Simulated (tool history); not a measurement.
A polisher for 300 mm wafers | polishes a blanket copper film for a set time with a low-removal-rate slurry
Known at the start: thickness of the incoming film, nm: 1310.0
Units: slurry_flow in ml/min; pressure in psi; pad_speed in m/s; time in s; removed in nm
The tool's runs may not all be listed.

run  hour  slurry_flow  pressure  pad_speed  slurry_solids  time  removed
  1   0.0          295       2.6       1.16            1.0    57   152.58
  2   0.8          295       2.6       1.16            1.0    52   138.24
  3   5.8          295       2.6       0.98            1.0    52   121.62
  4  13.8          340       2.6       0.98            1.0    52   124.69
  5  18.5          355       2.9       0.98            1.0    52   138.06
  6  19.3          355       2.9       0.70            1.0    52   104.84
  7  27.9          365       3.2       0.78            1.0    52   127.74
  8  33.4          385       3.9       0.98            1.0    52   182.70
  9  39.0          385       3.9       1.00            1.0    52   187.53

Forecast run 10:
 10  43.8          385       3.9       1.00            1.0    52        ?

{"run 10": {"removed": 187.77}}
